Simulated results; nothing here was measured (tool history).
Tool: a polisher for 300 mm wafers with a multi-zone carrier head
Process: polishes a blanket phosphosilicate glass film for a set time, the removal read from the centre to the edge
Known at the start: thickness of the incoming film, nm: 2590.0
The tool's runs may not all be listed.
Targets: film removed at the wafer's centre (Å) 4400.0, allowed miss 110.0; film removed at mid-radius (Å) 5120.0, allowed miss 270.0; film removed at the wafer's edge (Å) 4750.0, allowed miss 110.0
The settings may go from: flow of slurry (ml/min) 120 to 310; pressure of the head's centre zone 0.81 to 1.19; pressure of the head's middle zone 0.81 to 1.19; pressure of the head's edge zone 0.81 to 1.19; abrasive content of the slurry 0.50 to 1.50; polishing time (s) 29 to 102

run,hour,flow of slurry (ml/min),pressure of the head's centre zone,pressure of the head's middle zone,pressure of the head's edge zone,abrasive content of the slurry,polishing time (s),film removed at the wafer's centre (Å),film removed at mid-radius (Å),film removed at the wafer's edge (Å)
1,0.0,200,1.00,1.00,1.00,1.00,65,5590.9,5666.2,5617.6
2,7.6,240,1.00,1.00,1.00,1.00,65,5715.4,5615.5,5750.0
3,15.6,225,0.95,0.99,0.95,0.95,65,5142.2,5412.8,5347.3
4,23.0,210,0.93,0.98,0.91,0.95,65,5129.7,5358.7,5172.6
5,23.5,210,0.93,0.98,0.95,0.95,65,5072.5,5415.7,5353.0
6,28.8,205,0.90,0.98,0.92,0.95,65,4907.0,5316.5,5235.5
7,30.4,200,0.88,0.98,0.89,0.95,65,4782.5,5332.1,5123.7
8,32.7,200,0.88,0.98,0.89,0.95,65,4841.7,5435.9,5112.2
9,41.3,195,0.86,0.97,0.87,0.95,65,4668.6,5263.4,5044.0
10,46.7,185,0.85,0.97,0.85,0.95,65,4629.6,5153.3,4976.7
11,51.1,180,0.84,0.98,0.84,0.95,65,4465.5,5271.9,4982.1
12,53.6,180,0.84,0.98,0.83,0.95,65,4549.0,5338.7,4952.2
13,56.0,175,0.84,0.98,0.82,0.95,65,4432.0,5150.5,4881.3
14,58.0,175,0.85,0.99,0.82,0.95,65,4558.0,5294.1,4888.5
15,61.0,170,0.85,0.99,0.82,0.95,65,4567.2,5173.1,4852.2

5 next moves are on the table. One of them brings every result within its allowed miss. Which?
A,64.0,215,0.83,0.98,0.81,1.25,53,?,?,?
B,64.0,150,0.93,0.95,0.84,1.00,57,?,?,?
C,64.0,120,0.98,0.96,0.81,1.00,60,?,?,?
D,64.0,155,0.87,0.89,0.85,0.90,65,?,?,?
E,64.0,220,0.88,1.04,0.81,0.85,71,?,?,?

move,film removed at the wafer's centre (Å),film removed at mid-radius (Å),film removed at the wafer's edge (Å)
A,4423.4,5100.2,4807.8
B,4390.6,4467.1,4443.5
C,4661.0,4571.0,4485.4
D,4375.8,4510.3,4735.9
E,4860.9,5551.7,4990.7
A: meets every target
B: brings the result that was furthest off to its target, and leaves another outside
C: further off than the last run
D: brings the result that was furthest off to its target, and leaves another outside
E: further off than the last run
Answer: A
